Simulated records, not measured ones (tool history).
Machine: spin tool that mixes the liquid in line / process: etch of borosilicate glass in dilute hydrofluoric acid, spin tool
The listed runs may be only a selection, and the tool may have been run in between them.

run  hour  temperature setpoint of the liquid (K)  parts of water to one part of 49 % hydrofluoric acid (parts by volume)  time under the liquid (s)  thickness taken off the borosilicate glass on a monitor wafer (nm)
  1   0.0                                  294.15                                                                     100                        100                                                              23.078
  2   2.8                                  292.15                                                                     100                        100                                                              21.100
  3  11.8                                  294.15                                                                     100                        100                                                              22.856
  4  20.0                                  295.65                                                                      95                        100                                                              25.987
  5  21.8                                  297.15                                                                      90                        100                                                              28.900
  6  28.0                                  293.65                                                                      90                        100                                                              25.271
  7  36.7                                  295.15                                                                      85                        100                                                              28.608
  8  39.2                                  296.65                                                                      85                        100                                                              30.548

Run 9 comes next. What will it give?
  9  40.2                                  297.65                                                                      85                        100                                                                   ?

{"run 9": {"thickness taken off the borosilicate glass on a monitor wafer (nm)": 31.817}}
